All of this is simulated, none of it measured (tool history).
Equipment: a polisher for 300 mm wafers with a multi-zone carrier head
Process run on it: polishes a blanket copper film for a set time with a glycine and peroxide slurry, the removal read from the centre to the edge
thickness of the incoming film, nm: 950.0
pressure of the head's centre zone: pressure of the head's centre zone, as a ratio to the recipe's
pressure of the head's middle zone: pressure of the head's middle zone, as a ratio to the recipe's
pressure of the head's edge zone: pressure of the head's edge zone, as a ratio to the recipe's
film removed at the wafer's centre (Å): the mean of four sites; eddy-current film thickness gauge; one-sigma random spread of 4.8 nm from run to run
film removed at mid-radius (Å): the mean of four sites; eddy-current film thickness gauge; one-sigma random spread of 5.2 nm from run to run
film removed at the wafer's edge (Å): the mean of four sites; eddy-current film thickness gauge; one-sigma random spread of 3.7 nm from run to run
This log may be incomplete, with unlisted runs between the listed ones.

run	day	flow of slurry (ml/min)	pressure of the head's centre zone	pressure of the head's middle zone	pressure of the head's edge zone	polishing time (s)	film removed at the wafer's centre (Å)	film removed at mid-radius (Å)	film removed at the wafer's edge (Å)
1	0	230	1	1	1	64	3471.3	3378.9	3521.5
2	0.121	230	1	1	0.93	64	3531.7	3299.6	3386.4
3	0.267	230	1	1	0.85	64	3440.7	3421.8	3230.5
4	0.608	235	0.99	1.03	0.88	65	3540.8	3597.3	3278.3
5	0.7	240	0.98	1.04	0.91	66	3510.4	3668.1	3475.7
6	0.933	240	0.98	1.04	0.91	55	2995.5	3002.8	2900.3
7	1.05	245	0.98	1.06	0.94	58	3143.1	3181.1	3134.6
8	1.417	250	0.98	1.08	0.95	60	3250.6	3447.1	3216.8
9	1.588	255	0.99	1.09	0.98	61	3369	3447.6	3293.2
10	1.667	255	0.99	1.1	0.99	63	3410.9	3586.9	3449.6

The next listed run, before its measurement:
11	1.829	260	0.99	1.11	1	64	?	?	?

Run 11 measured film removed at the wafer's centre (Å) 3488.2, film removed at mid-radius (Å) 3680.6, film removed at the wafer's edge (Å) 3549.8.
